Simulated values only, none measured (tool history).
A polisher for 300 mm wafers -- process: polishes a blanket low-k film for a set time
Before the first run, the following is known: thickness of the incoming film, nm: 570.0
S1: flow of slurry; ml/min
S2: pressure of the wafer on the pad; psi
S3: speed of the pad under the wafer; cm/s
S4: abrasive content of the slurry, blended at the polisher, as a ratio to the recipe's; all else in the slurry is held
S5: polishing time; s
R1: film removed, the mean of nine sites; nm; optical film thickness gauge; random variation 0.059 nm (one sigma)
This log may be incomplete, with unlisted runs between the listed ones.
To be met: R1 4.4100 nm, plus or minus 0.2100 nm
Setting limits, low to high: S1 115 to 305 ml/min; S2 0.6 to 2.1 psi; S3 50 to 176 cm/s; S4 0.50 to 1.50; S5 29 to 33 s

{"run": 1, "hour": 0.0, "S1": 195, "S2": 1.3, "S3": 112, "S4": 1.0, "S5": 33, "R1": 8.5179}
{"run": 2, "hour": 3.1, "S1": 235, "S2": 1.3, "S3": 112, "S4": 1.0, "S5": 33, "R1": 8.8124}
{"run": 3, "hour": 11.4, "S1": 235, "S2": 1.1, "S3": 106, "S4": 1.0, "S5": 33, "R1": 7.0589}
{"run": 4, "hour": 15.6, "S1": 235, "S2": 1.5, "S3": 106, "S4": 1.0, "S5": 33, "R1": 9.73}
{"hour": 20.3, "done": "slurry nozzle cleaned"}
{"run": 5, "hour": 20.3, "S1": 235, "S2": 1.2, "S3": 102, "S4": 1.0, "S5": 33, "R1": 7.9442}
{"run": 6, "hour": 28.0, "S1": 235, "S2": 1.2, "S3": 102, "S4": 0.9, "S5": 33, "R1": 7.5754}
{"run": 7, "hour": 36.6, "S1": 235, "S2": 1.2, "S3": 102, "S4": 0.9, "S5": 33, "R1": 7.6086}
{"run": 8, "hour": 45.6, "S1": 235, "S2": 1.0, "S3": 98, "S4": 0.9, "S5": 33, "R1": 6.0785}

Pick the move, out of 5, that brings all results within their allowed miss; only one does.
{"run": "A", "hour": 54.6, "S1": 240, "S2": 0.8, "S3": 90, "S4": 0.95, "S5": 31, "R1": "?"}
{"run": "B", "hour": 54.6, "S1": 210, "S2": 0.8, "S3": 86, "S4": 0.95, "S5": 29, "R1": "?"}
{"run": "C", "hour": 54.6, "S1": 215, "S2": 0.9, "S3": 68, "S4": 1.0, "S5": 31, "R1": "?"}
{"run": "D", "hour": 54.6, "S1": 225, "S2": 0.9, "S3": 78, "S4": 0.8, "S5": 29, "R1": "?"}
{"run": "E", "hour": 54.6, "S1": 300, "S2": 0.9, "S3": 70, "S4": 1.05, "S5": 29, "R1": "?"}

move=A R1=4.4072
move=B R1=3.9089
move=C R1=3.9829
move=D R1=3.7427
move=E R1=4.0470
A: all results in spec
B: the result that was furthest off in the last run now lies on the other side of its target
C: the result that was furthest off in the last run now lies on the other side of its target
D: the result that was furthest off in the last run now lies on the other side of its target
E: the result that was furthest off in the last run now lies on the other side of its target
A is the move that brings every result within its allowed miss.
